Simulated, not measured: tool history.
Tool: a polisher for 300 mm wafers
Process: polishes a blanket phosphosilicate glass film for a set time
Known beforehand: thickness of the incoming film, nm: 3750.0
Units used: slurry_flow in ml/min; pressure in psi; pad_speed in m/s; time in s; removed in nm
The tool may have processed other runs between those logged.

| run | hour | slurry_flow | pressure | pad_speed | slurry_solids | time | removed |
|---|---|---|---|---|---|---|---|
| 1 | 0 | 140 | 2.6 | 0.9 | 1 | 90 | 501.8 |
| 2 | 7.2 | 140 | 2.6 | 0.9 | 1 | 94 | 527.14 |
| 3 | 8.9 | 150 | 2.8 | 0.9 | 1 | 94 | 564.35 |
| 4 | 11.4 | 150 | 2.8 | 0.78 | 1 | 94 | 498.72 |
| 5 | 12.1 | 150 | 3.1 | 0.78 | 1 | 94 | 538.32 |
| 6 | 14.9 | 150 | 3.1 | 0.78 | 1 | 90 | 516.08 |
| 7 | 21.2 | 155 | 3.3 | 0.78 | 1 | 90 | 554.91 |

Forecast run 8:
|  | 25.2 | worn pad replaced by a new one |
| 8 | 25.2 | 160 | 3.5 | 0.78 | 1 | 90 | ? |

removed: 666.19 nm

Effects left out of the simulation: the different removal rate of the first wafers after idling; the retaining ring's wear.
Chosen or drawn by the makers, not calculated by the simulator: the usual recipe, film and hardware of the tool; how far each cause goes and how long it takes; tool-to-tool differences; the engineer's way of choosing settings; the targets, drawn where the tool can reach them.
